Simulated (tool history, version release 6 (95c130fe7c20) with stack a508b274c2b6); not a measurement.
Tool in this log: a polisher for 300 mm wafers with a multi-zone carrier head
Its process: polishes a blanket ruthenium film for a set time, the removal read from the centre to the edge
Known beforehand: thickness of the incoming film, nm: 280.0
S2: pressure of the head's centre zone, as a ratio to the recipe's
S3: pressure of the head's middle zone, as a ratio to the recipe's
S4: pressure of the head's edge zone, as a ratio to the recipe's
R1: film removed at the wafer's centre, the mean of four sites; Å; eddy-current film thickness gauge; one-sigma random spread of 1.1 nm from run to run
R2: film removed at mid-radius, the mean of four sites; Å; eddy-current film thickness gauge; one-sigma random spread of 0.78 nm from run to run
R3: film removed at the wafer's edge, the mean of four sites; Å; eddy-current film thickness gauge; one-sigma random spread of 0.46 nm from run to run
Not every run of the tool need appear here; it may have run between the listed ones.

Run 1, hour 0: flow of slurry (ml/min) 285, S2 1, S3 1, S4 1, polishing time (s) 55. Result: R1 749.7 Å, R2 750.83 Å, R3 722 Å.
Run 2, hour 4: flow of slurry (ml/min) 285, S2 1, S3 1.07, S4 1, polishing time (s) 55. Result: R1 723.3 Å, R2 790.93 Å, R3 718.17 Å.
Run 3, hour 8.5: flow of slurry (ml/min) 300, S2 1.02, S3 1.09, S4 1, polishing time (s) 55. Result: R1 755.87 Å, R2 808.81 Å, R3 724.2 Å.
Run 4, hour 12.6: flow of slurry (ml/min) 300, S2 1.02, S3 1.09, S4 0.94, polishing time (s) 55. Result: R1 736.66 Å, R2 816.12 Å, R3 716.55 Å.
Run 5, hour 14.9: flow of slurry (ml/min) 300, S2 1.02, S3 1.09, S4 0.94, polishing time (s) 62. Result: R1 827.03 Å, R2 907.98 Å, R3 797.14 Å.
Run 6, hour 15.9: flow of slurry (ml/min) 300, S2 1.02, S3 1.09, S4 0.99, polishing time (s) 62. Result: R1 845.26 Å, R2 916.42 Å, R3 822.69 Å.
Run 7, hour 21.9: flow of slurry (ml/min) 285, S2 1.03, S3 1.09, S4 0.95, polishing time (s) 62. Result: R1 841.53 Å, R2 918.52 Å, R3 812.89 Å.

Predict the results of run 8:
Run 8, hour 24.9: flow of slurry (ml/min) 290, S2 1.03, S3 1.09, S4 0.92, polishing time (s) 61. Result: R1 ?, R2 ?, R3 ?.

Run 8 measured R1 851.86 Å, R2 907.63 Å, R3 783.89 Å.

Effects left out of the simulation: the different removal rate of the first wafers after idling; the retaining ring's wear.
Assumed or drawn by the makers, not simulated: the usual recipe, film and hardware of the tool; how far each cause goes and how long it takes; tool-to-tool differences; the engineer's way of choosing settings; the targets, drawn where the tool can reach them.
